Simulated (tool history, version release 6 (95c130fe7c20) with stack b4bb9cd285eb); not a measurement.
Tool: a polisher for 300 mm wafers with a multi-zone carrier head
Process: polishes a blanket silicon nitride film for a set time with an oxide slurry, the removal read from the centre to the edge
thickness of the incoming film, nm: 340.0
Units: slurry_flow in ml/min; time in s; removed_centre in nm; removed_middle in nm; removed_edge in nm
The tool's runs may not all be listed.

run    day  slurry_flow  centre_zone  middle_zone  edge_zone  slurry_solids  time  removed_centre  removed_middle  removed_edge
  1      0          155            1            1          1              1    59          60.567          62.221        59.392
  2  0.312          155            1            1          1              1    52          53.572          54.772        51.426
  3  0.375          160         1.01         0.98          1              1    52          54.036          54.741         53.68
  4  0.483          160         1.01         0.98          1           0.85    52          49.777           50.38        50.066
  5   0.65          130         1.01         0.98          1           0.85    52          47.104           47.32        47.194
     0.738  -- slurry nozzle cleaned
  6  0.738          130         1.01         0.98          1           0.85    61          58.785          58.576        57.728

Forecast run 7:
  7  0.942          125         1.02         0.96       0.98           0.85    61               ?               ?             ?

{"run 7": {"removed_centre": 58.073, "removed_middle": 56.536, "removed_edge": 56.255}}
